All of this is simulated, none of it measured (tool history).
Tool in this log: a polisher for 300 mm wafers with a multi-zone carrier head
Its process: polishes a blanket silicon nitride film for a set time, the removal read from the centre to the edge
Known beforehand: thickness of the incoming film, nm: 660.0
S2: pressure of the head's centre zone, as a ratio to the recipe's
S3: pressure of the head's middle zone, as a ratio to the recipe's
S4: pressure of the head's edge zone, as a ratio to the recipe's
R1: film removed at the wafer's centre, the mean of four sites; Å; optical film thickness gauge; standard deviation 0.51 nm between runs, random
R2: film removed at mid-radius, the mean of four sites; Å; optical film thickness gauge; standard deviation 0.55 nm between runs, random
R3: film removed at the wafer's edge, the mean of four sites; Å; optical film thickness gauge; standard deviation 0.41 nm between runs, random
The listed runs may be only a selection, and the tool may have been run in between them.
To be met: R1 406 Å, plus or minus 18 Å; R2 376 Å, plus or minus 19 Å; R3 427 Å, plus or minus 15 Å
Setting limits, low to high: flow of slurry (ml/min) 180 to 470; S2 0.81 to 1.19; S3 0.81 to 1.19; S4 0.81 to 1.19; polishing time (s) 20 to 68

run 1 day=0 | flow_of_slurry_(ml/min)=300 S2=1 S3=1 S4=1 polishing_time_(s)=44 | R1=706.54 R2=704.99 R3=706.47
run 2 day=0.367 | flow_of_slurry_(ml/min)=300 S2=0.97 S3=1 S4=1 polishing_time_(s)=44 | R1=684.52 R2=695.21 R3=691.85
run 3 day=0.558 | flow_of_slurry_(ml/min)=300 S2=0.97 S3=0.93 S4=1 polishing_time_(s)=44 | R1=697.08 R2=671.71 R3=691.09
run 4 day=0.912 | flow_of_slurry_(ml/min)=300 S2=0.9 S3=0.93 S4=1 polishing_time_(s)=44 | R1=642.21 R2=664.79 R3=697.19
run 5 day=1.279 | flow_of_slurry_(ml/min)=300 S2=0.9 S3=0.93 S4=1 polishing_time_(s)=39 | R1=575.3 R2=586.03 R3=607.34
run 6 day=1.392 | flow_of_slurry_(ml/min)=300 S2=0.9 S3=0.93 S4=1 polishing_time_(s)=46 | R1=686.62 R2=707.68 R3=727.37
run 7 day=1.679 | flow_of_slurry_(ml/min)=295 S2=0.9 S3=0.9 S4=1 polishing_time_(s)=40 | R1=599.73 R2=587.96 R3=634.6
run 8 day=2.042 | flow_of_slurry_(ml/min)=290 S2=0.89 S3=0.88 S4=0.99 polishing_time_(s)=36 | R1=518.15 R2=509.53 R3=576.34
run 9 day=2.112 | flow_of_slurry_(ml/min)=305 S2=0.91 S3=0.88 S4=0.97 polishing_time_(s)=33 | R1=497.1 R2=471.07 R3=516.6
run 10 day=2.262 | flow_of_slurry_(ml/min)=300 S2=0.9 S3=0.86 S4=0.95 polishing_time_(s)=32 | R1=478.34 R2=451.65 R3=496.45
run 11 day=2.471 | flow_of_slurry_(ml/min)=295 S2=0.89 S3=0.85 S4=0.94 polishing_time_(s)=31 | R1=450.37 R2=431.69 R3=473.92
run 12 day=2.842 | flow_of_slurry_(ml/min)=285 S2=0.89 S3=0.84 S4=0.93 polishing_time_(s)=30 | R1=438.53 R2=411.87 R3=465.1
run 13 day=2.942 | flow_of_slurry_(ml/min)=280 S2=0.89 S3=0.83 S4=0.91 polishing_time_(s)=30 | R1=429.47 R2=406.08 R3=453.44
run 14 day=3.258 | flow_of_slurry_(ml/min)=270 S2=0.89 S3=0.82 S4=0.9 polishing_time_(s)=30 | R1=430.18 R2=407.47 R3=448.05
run 15 day=3.379 | flow_of_slurry_(ml/min)=275 S2=0.9 S3=0.81 S4=0.94 polishing_time_(s)=26 | R1=379.38 R2=345.95 R3=396.21
run 16 day=3.571 | flow_of_slurry_(ml/min)=290 S2=0.89 S3=0.82 S4=0.94 polishing_time_(s)=26 | R1=376.18 R2=357.2 R3=400.58

Which of these 4 next moves meets every target?
run A day=3.762 | flow_of_slurry_(ml/min)=215 S2=0.91 S3=0.84 S4=0.93 polishing_time_(s)=32 | R1=? R2=? R3=?
run B day=3.762 | flow_of_slurry_(ml/min)=295 S2=0.93 S3=0.84 S4=0.99 polishing_time_(s)=27 | R1=? R2=? R3=?
run C day=3.762 | flow_of_slurry_(ml/min)=265 S2=0.96 S3=0.81 S4=0.9 polishing_time_(s)=29 | R1=? R2=? R3=?
run D day=3.762 | flow_of_slurry_(ml/min)=295 S2=0.88 S3=0.85 S4=0.95 polishing_time_(s)=30 | R1=? R2=? R3=?

move=A R1=445.35 R2=432.5 R3=467.11
move=B R1=400.75 R2=380.63 R3=419.15
move=C R1=435.48 R2=391.9 R3=426.57
move=D R1=425.95 R2=427.16 R3=456.61
A: pushes the last run's worst result past its target
B: meets every target
C: corrects the largest miss of the last run, while another result sits out of spec
D: pushes the last run's worst result past its target
Go with B: it meets all targets.

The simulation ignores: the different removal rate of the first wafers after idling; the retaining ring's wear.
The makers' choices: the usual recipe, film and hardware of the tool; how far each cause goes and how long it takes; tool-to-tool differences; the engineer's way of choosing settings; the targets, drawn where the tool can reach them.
